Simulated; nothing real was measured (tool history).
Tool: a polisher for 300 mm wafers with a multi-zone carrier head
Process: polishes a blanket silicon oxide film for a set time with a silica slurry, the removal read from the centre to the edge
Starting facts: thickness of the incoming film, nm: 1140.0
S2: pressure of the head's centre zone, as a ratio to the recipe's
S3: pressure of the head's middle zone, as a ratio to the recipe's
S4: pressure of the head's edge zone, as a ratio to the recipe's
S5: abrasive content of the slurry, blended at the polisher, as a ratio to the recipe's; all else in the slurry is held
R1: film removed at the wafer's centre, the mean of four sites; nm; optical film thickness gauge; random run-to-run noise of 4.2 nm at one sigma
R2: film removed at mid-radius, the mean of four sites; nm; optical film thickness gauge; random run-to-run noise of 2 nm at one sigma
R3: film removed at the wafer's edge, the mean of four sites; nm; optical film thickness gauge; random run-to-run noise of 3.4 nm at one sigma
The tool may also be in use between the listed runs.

Run 1, hour 0: flow of slurry (ml/min) 310, S2 1, S3 1, S4 1, S5 1, polishing time (s) 77. Result: R1 277.82 nm, R2 262.74 nm, R3 271.62 nm.
Run 2, hour 5.7: flow of slurry (ml/min) 310, S2 0.98, S3 1, S4 1.04, S5 1.15, polishing time (s) 77. Result: R1 302.49 nm, R2 289.23 nm, R3 300.48 nm.
Run 3, hour 6.4: flow of slurry (ml/min) 310, S2 0.95, S3 0.99, S4 1.08, S5 1.2, polishing time (s) 77. Result: R1 291.66 nm, R2 293.39 nm, R3 312.87 nm.
Run 4, hour 7.9: flow of slurry (ml/min) 315, S2 0.95, S3 0.98, S4 1.11, S5 1.25, polishing time (s) 77. Result: R1 299.42 nm, R2 296 nm, R3 318.68 nm.
Run 5, hour 12.9: flow of slurry (ml/min) 280, S2 0.95, S3 0.98, S4 1.11, S5 1.25, polishing time (s) 77. Result: R1 296.08 nm, R2 295.34 nm, R3 316.5 nm.
Run 6, hour 21.1: flow of slurry (ml/min) 280, S2 0.95, S3 0.98, S4 1.11, S5 1.25, polishing time (s) 91. Result: R1 344.93 nm, R2 345.27 nm, R3 375.29 nm.

For run 7, what comes out?
Run 7, hour 23.7: flow of slurry (ml/min) 280, S2 0.95, S3 0.98, S4 1.11, S5 1.25, polishing time (s) 91. Result: R1 ?, R2 ?, R3 ?.

R1: 354.15 nm
R2: 347.08 nm
R3: 376.79 nm
